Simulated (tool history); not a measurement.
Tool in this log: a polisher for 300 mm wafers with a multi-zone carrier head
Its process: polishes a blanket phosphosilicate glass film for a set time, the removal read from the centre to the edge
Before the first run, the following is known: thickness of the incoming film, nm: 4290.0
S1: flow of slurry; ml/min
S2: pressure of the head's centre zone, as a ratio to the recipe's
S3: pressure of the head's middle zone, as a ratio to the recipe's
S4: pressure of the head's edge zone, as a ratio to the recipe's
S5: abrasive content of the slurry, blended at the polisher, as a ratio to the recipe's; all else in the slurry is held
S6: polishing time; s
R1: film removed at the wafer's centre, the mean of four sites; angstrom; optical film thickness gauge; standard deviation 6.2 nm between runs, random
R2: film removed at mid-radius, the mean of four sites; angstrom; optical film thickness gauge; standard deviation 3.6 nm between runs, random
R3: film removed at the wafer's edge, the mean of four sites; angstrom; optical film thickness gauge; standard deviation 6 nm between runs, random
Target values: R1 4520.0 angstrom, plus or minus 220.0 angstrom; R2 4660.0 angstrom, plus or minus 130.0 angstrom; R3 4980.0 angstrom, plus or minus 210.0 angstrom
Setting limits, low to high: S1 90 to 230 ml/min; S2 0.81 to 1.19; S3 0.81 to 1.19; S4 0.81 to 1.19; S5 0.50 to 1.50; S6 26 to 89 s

{"run": 1, "hour": 0.0, "S1": 150, "S2": 1.0, "S3": 1.0, "S4": 1.0, "S5": 1.0, "S6": 57, "R1": 3751.9, "R2": 3748.1, "R3": 3645.1}
{"run": 2, "hour": 7.9, "S1": 150, "S2": 1.0, "S3": 1.0, "S4": 0.95, "S5": 1.0, "S6": 57, "R1": 3698.1, "R2": 3768.3, "R3": 3633.7}
{"run": 3, "hour": 16.3, "S1": 150, "S2": 1.0, "S3": 1.0, "S4": 1.02, "S5": 1.0, "S6": 57, "R1": 3812.8, "R2": 3766.4, "R3": 3713.5}
{"run": 4, "hour": 20.0, "S1": 150, "S2": 1.0, "S3": 1.0, "S4": 1.02, "S5": 1.0, "S6": 71, "R1": 4722.4, "R2": 4682.1, "R3": 4657.0}
{"run": 5, "hour": 26.2, "S1": 150, "S2": 1.0, "S3": 1.0, "S4": 1.02, "S5": 1.0, "S6": 80, "R1": 5359.8, "R2": 5287.6, "R3": 5213.5}
{"run": 6, "hour": 26.8, "S1": 150, "S2": 1.0, "S3": 1.0, "S4": 1.02, "S5": 1.15, "S6": 80, "R1": 5549.8, "R2": 5767.7, "R3": 5603.1}
{"run": 7, "hour": 30.9, "S1": 145, "S2": 0.99, "S3": 0.99, "S4": 1.01, "S5": 1.15, "S6": 80, "R1": 5638.3, "R2": 5636.8, "R3": 5534.8}
{"run": 8, "hour": 35.0, "S1": 120, "S2": 0.89, "S3": 0.93, "S4": 1.05, "S5": 0.9, "S6": 79, "R1": 4152.9, "R2": 4388.7, "R3": 4669.7}
{"run": 9, "hour": 42.4, "S1": 125, "S2": 0.89, "S3": 0.93, "S4": 1.05, "S5": 0.9, "S6": 79, "R1": 4083.5, "R2": 4426.0, "R3": 4770.9}
{"run": 10, "hour": 45.1, "S1": 130, "S2": 0.9, "S3": 0.93, "S4": 1.05, "S5": 0.9, "S6": 79, "R1": 4268.5, "R2": 4533.1, "R3": 4690.5}
{"run": 11, "hour": 50.7, "S1": 130, "S2": 0.9, "S3": 0.93, "S4": 1.06, "S5": 0.9, "S6": 79, "R1": 4242.0, "R2": 4578.7, "R3": 4887.7}

Below are 5 possible settings for the next run. Only one of them brings all results inside the allowed miss of their targets. Which is it?
{"run": "A", "hour": 56.3, "S1": 130, "S2": 0.92, "S3": 0.91, "S4": 1.04, "S5": 0.85, "S6": 86, "R1": "?", "R2": "?", "R3": "?"}
{"run": "B", "hour": 56.3, "S1": 120, "S2": 1.02, "S3": 0.89, "S4": 1.09, "S5": 0.9, "S6": 78, "R1": "?", "R2": "?", "R3": "?"}
{"run": "C", "hour": 56.3, "S1": 125, "S2": 0.84, "S3": 0.85, "S4": 1.19, "S5": 0.9, "S6": 80, "R1": "?", "R2": "?", "R3": "?"}
{"run": "D", "hour": 56.3, "S1": 145, "S2": 0.82, "S3": 0.96, "S4": 1.02, "S5": 0.85, "S6": 82, "R1": "?", "R2": "?", "R3": "?"}
{"run": "E", "hour": 56.3, "S1": 105, "S2": 0.87, "S3": 1.09, "S4": 0.99, "S5": 1.0, "S6": 73, "R1": "?", "R2": "?", "R3": "?"}

move=A R1=4704.4 R2=4676.8 R3=4999.2
move=B R1=4801.7 R2=4251.5 R3=4751.8
move=C R1=4098.8 R2=4286.1 R3=5139.8
move=D R1=4111.8 R2=4737.8 R3=4805.4
move=E R1=3906.6 R2=4665.0 R3=4393.5
A: every result within its allowed miss
B: takes the result that was furthest off past its target
C: moves away from the targets compared with the last run
D: moves away from the targets compared with the last run
E: moves away from the targets compared with the last run
Move A is the one to make.
